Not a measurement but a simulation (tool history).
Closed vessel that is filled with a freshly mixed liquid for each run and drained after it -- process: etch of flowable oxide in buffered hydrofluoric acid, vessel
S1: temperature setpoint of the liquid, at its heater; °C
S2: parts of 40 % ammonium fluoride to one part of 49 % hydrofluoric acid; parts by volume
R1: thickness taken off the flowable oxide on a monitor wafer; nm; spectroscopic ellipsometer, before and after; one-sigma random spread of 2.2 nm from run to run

Run 1, hour 0: S1 23 °C, S2 8.5 parts by volume, time in the liquid (s) 95. Result: R1 354.68 nm.
Run 2, hour 7: S1 23 °C, S2 7 parts by volume, time in the liquid (s) 95. Result: R1 445.96 nm.
Run 3, hour 11.8: S1 23 °C, S2 6 parts by volume, time in the liquid (s) 95. Result: R1 503.11 nm.
Run 4, hour 16.5: S1 22 °C, S2 6 parts by volume, time in the liquid (s) 95. Result: R1 475.96 nm.
Run 5, hour 24.5: S1 21.5 °C, S2 6 parts by volume, time in the liquid (s) 95. Result: R1 460.43 nm.
Run 6, hour 27.4: S1 21 °C, S2 6 parts by volume, time in the liquid (s) 95. Result: R1 451.01 nm.
Run 7, hour 29.3: S1 20.5 °C, S2 6 parts by volume, time in the liquid (s) 95. Result: R1 439.05 nm.
Run 8, hour 34.6: S1 20 °C, S2 6 parts by volume, time in the liquid (s) 95. Result: R1 427.17 nm.

Run 9 has not been measured yet. What should we expect?
Run 9, hour 42.1: S1 19.5 °C, S2 6 parts by volume, time in the liquid (s) 95. Result: R1 ?.

R1: 414.22 nm

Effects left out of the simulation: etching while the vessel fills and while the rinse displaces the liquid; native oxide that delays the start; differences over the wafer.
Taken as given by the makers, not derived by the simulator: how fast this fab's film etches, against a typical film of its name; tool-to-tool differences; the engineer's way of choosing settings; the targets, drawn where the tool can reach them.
